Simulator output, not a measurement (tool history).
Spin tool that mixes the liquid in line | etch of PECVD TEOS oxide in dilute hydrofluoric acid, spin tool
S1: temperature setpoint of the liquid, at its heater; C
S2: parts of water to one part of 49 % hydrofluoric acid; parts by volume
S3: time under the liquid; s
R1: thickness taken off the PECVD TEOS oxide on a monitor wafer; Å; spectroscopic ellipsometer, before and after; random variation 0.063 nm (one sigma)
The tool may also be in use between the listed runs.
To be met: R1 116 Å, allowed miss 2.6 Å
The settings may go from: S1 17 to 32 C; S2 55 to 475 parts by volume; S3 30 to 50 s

run,hour,S1,S2,S3,R1
1,0,24,265,50,43.423
2,4.6,20.5,265,50,37.862
3,9.3,23.5,230,50,50.982
4,10.1,25.5,205,50,62.744
5,18,25.5,295,50,39.399
6,19,28.5,295,50,44.246
7,26.8,29.5,255,50,54.699
8,29.7,30,220,50,67.953
9,36.8,30.5,195,50,79.552
10,38.5,31,180,50,89.148
11,46.2,31,170,50,95.55
12,49.5,31,165,50,98.653
13,58.5,31,160,50,102.28
14,62.8,31,155,50,106.9

5 next moves are on the table. One of them brings every result within its allowed miss. Which?
A,67.1,32,150,50,?
B,67.1,30.5,135,50,?
C,67.1,31.5,170,50,?
D,67.1,31,140,50,?
E,67.1,32,145,50,?

move,R1
A,115.47
B,124.12
C,97.467
D,121.04
E,120.28
A: meets every target
B: takes the result that was furthest off past its target
C: further off than the last run
D: takes the result that was furthest off past its target
E: takes the result that was furthest off past its target
Move A is the one to make.

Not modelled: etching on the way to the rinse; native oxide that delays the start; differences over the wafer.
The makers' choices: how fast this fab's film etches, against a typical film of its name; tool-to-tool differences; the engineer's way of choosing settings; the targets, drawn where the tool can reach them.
